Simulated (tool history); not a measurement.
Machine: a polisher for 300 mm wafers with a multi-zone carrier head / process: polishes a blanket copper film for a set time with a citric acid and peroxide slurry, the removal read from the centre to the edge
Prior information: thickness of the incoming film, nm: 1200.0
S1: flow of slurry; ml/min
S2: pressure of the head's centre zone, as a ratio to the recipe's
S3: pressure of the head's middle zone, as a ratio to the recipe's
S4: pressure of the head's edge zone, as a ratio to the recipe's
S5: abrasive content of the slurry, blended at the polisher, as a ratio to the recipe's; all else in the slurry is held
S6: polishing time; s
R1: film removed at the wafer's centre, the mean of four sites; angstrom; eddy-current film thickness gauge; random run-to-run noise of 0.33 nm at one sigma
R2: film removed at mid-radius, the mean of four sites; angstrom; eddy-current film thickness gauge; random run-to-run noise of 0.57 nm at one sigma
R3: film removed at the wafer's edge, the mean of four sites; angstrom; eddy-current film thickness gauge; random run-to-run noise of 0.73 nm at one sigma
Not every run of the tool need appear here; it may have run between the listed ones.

run  hour   S1    S2    S3    S4    S5  S6      R1      R2      R3
  1   0.0  200  1.00  1.00  1.00  1.00  44  809.69  757.97  752.46
  2   4.6  200  1.00  1.00  0.95  1.00  44  822.45  755.04  755.88
  3  10.5  230  1.00  1.00  0.95  1.00  44  833.05  756.28  745.39
  4  17.8  230  1.03  1.00  0.95  1.00  44  858.28  758.13  783.48
  5  22.3  225  0.99  0.97  0.95  0.90  43  785.62  694.34  736.03
  6  24.4  225  0.99  0.97  1.01  0.90  43  789.54  704.99  756.37
  7  28.3  220  0.98  0.98  0.97  0.85  41  732.46  666.86  681.83
  8  31.0  215  0.96  0.97  0.94  0.80  40  688.48  636.18  649.35
  9  31.5  215  0.96  0.97  0.94  0.80  40  679.96  638.40  643.73
 10  40.2  215  0.95  0.96  0.92  0.75  39  648.55  592.19  626.37
 11  42.8  195  0.96  1.06  0.82  0.50  32  478.99  480.02  428.86
 12  50.2  205  0.96  1.05  0.84  0.50  32  475.68  470.10  433.81
 13  57.1  205  0.97  1.05  0.86  0.55  32  494.20  490.19  458.07
 14  58.7  215  0.98  1.05  0.87  0.55  32  506.33  491.35  447.74
 15  61.3  215  0.98  1.04  0.89  0.55  32  504.38  480.61  469.15
 16  64.4  220  0.98  1.05  0.90  0.55  32  507.67  492.72  454.65

Run 17 has not been measured yet. What should we expect?
 17  67.9  205  0.96  1.02  0.91  0.80  33   ?   ?   ?

Run 17 came out at R1 565.85 angstrom, R2 537.32 angstrom, R3 528.67 angstrom.
